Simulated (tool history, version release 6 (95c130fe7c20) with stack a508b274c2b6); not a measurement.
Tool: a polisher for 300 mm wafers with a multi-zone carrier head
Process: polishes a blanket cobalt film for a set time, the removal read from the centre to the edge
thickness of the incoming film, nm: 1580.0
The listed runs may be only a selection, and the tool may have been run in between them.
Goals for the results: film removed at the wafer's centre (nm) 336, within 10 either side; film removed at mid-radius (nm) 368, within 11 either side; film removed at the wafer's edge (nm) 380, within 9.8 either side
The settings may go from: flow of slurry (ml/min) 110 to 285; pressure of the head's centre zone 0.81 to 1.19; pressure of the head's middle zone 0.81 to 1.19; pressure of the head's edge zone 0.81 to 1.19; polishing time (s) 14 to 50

run	hour	flow of slurry (ml/min)	pressure of the head's centre zone	pressure of the head's middle zone	pressure of the head's edge zone	polishing time (s)	film removed at the wafer's centre (nm)	film removed at mid-radius (nm)	film removed at the wafer's edge (nm)
1	0	180	1	1	1	32	247.65	245.01	232.46
2	6.2	215	1	1	1	32	250.62	248.44	235.65
3	14.6	215	1	1.04	1	32	252.98	262.55	236.81
4	15.3	230	1	1.04	1	32	255.29	259.62	240.84
5	20.3	240	0.98	1.04	1.05	35	274.86	283.9	266.25
6	23.1	240	0.9	1.04	1.05	35	253.33	285.02	270.31
7	30.8	245	0.89	1.03	1.08	37	262.94	301.23	287.32
# hour 36.9: edge zone pressure recalibrated
8	36.9	250	0.89	1.01	1.1	39	277.99	310.93	315.79
9	41.1	250	0.9	1.02	1.11	40	289.36	322.24	329.22
10	46.8	250	0.91	1.03	1.12	41	299.82	335.56	337.29
11	52.4	250	0.91	1.03	1.12	41	299.69	337.08	337.48
12	58.8	255	0.92	1.03	1.13	42	311.92	340.83	351.17
13	60.9	260	0.92	1.04	1.14	42	314.95	339.26	350.67
14	63.1	260	0.91	1.07	1.18	45	330.1	381.42	381.2
15	69.6	260	0.92	1.07	1.18	45	332.69	383.99	386.17

Below are 4 possible settings for the next run. Only one of them brings all results inside the allowed miss of their targets. Which is it?
A	76.1	270	0.95	0.93	1.19	45	?	?	?
B	76.1	250	0.92	1.1	1.15	45	?	?	?
C	76.1	285	0.93	1.03	1.17	44	?	?	?
D	76.1	270	0.97	0.99	1.19	44	?	?	?

move	film removed at the wafer's centre (nm)	film removed at mid-radius (nm)	film removed at the wafer's edge (nm)
A	345.59	338.55	392.19
B	331.94	386.06	382.16
C	332.98	362.16	381.22
D	345.23	348.46	383.17
A: moves the result that the last run missed by most past its target, out the other side
B: further off than the last run
C: each result inside its tolerance
D: moves the result that the last run missed by most past its target, out the other side
The right move is C.
